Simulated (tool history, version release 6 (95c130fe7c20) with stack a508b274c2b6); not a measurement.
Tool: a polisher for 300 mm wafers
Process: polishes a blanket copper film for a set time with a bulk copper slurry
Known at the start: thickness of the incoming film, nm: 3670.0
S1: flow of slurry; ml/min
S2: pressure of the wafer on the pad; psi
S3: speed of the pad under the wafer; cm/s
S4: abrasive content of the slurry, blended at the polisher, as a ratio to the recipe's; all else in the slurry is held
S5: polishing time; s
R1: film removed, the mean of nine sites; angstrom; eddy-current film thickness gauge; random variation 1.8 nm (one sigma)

run  hour   S1   S2   S3   S4  S5      R1
  1   0.0  315  1.7  100  1.0  38  1993.2
  2   4.7  315  1.8  100  1.0  38  2097.4
  3  12.2  315  1.8   90  1.0  38  1902.2
  4  20.0  315  1.9   90  1.0  38  2044.3
  5  28.0  250  1.9   90  1.0  38  1966.0
  6  36.8  250  1.9   90  1.1  38  1998.7
     44.6  -- slurry blender recalibrated
  7  44.6  270  2.0   90  1.1  38  2263.0
  8  50.1  270  2.0   90  1.1  38  2247.0
  9  55.0  295  2.0   90  1.1  38  2297.0
 10  58.5  315  2.0   90  1.1  38  2254.6
 11  59.2  320  2.0   90  1.1  38  2332.2

Forecast run 12:
 12  65.5  335  2.0  90  1.1  38   ?

Run 12 gave R1 2306.0 angstrom.

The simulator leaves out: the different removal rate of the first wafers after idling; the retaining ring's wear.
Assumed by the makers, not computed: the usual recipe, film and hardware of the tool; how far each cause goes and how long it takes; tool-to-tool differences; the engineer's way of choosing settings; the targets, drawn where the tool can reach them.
